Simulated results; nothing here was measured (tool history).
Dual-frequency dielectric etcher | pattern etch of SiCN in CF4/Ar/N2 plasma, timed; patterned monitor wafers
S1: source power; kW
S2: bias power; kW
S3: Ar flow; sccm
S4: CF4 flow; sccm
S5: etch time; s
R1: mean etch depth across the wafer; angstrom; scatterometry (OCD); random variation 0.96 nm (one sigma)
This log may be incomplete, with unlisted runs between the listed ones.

run	day	S1	S2	S3	S4	S5	R1
1	0.000	0.450	0.077	117	57	134.5	1084.2
2	0.283	0.470	0.077	117	57	134.5	1129.8
3	0.450	0.470	0.066	117	57	134.5	1068.0
4	0.775	0.470	0.066	117	65	134.5	1088.1
5	1.008	0.470	0.061	117	65	134.5	1056.3
6	1.088	0.490	0.061	117	65	134.5	1105.2
7	1.279	0.510	0.061	117	65	134.5	1114.4
8	1.446	0.530	0.063	116	65	134.5	1179.1

Forecast run 9:
9	1.479	0.550	0.063	116	65	134.5	?

Run 9 came out at R1 1204.7 angstrom.

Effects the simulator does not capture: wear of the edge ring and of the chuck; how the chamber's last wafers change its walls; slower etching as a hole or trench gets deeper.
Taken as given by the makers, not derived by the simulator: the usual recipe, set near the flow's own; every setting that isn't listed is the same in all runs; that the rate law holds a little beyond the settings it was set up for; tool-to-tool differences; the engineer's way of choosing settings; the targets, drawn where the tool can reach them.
